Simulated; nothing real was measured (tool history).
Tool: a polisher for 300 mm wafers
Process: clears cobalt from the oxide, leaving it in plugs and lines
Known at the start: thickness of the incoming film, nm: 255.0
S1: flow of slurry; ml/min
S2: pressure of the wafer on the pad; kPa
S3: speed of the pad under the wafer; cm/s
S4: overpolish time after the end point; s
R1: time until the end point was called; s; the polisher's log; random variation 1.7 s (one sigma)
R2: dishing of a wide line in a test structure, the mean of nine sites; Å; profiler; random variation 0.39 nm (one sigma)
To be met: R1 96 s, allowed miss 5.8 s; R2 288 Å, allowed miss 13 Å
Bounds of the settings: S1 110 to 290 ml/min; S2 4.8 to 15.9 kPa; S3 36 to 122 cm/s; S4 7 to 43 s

run	hour	S1	S2	S3	S4	R1	R2
1	0	185	10.3	78	22	97.636	371.98
2	1.4	185	10.3	64	22	116.23	329.04
3	6.9	185	10.3	64	25	116.7	361.44
4	8.4	185	10.3	64	24	117.04	355.23
5	14.4	185	11.7	64	24	102.77	382.03
6	20.3	185	11.7	64	23	100.23	368.66
7	24.1	185	11.7	64	22	100.59	366.78
8	30.9	185	11.7	64	21	101.78	350.79
9	35.3	190	12.4	64	12	96.788	243.54
10	43.7	190	12.4	64	14	95.365	276.39

4 next moves are on the table. One of them brings every result within its allowed miss. Which?
A	52.1	180	11.7	60	14	?	?
B	52.1	170	11	76	13	?	?
C	52.1	240	12.4	64	13	?	?
D	52.1	240	10.3	80	15	?	?

move	R1	R2
A	107.93	253.95
B	95.088	264.49
C	93.953	267.02
D	93.359	299.35
A: further off than the last run
B: further off than the last run
C: further off than the last run
D: meets every target
Move D is the one to make.

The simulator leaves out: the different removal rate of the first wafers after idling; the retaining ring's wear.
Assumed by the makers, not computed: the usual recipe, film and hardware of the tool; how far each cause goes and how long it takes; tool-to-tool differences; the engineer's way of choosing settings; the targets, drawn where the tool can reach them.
